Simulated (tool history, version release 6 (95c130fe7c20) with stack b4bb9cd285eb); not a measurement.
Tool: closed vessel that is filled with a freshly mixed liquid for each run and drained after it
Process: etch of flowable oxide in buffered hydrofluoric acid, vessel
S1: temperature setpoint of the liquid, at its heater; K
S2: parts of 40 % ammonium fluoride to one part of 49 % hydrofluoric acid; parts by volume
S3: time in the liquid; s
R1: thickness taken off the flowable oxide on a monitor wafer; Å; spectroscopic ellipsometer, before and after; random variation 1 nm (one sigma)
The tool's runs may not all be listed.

| run | hour | S1 | S2 | S3 | R1 |
|---|---|---|---|---|---|
| 1 | 0.0 | 298.15 | 22.5 | 90 | 1922.4 |
| 2 | 2.7 | 298.15 | 26.5 | 90 | 1706.9 |
| 3 | 9.5 | 298.15 | 21.0 | 90 | 1993.6 |
| 4 | 16.9 | 298.15 | 21.0 | 90 | 1987.8 |
| 5 | 18.6 | 294.65 | 21.0 | 90 | 1624.1 |
| 6 | 24.0 | 298.15 | 21.0 | 90 | 1990.0 |

The next listed run, before its measurement:
| 7 | 27.8 | 296.65 | 21.0 | 90 | ? |

{"run 7": {"R1": 1831.5}}
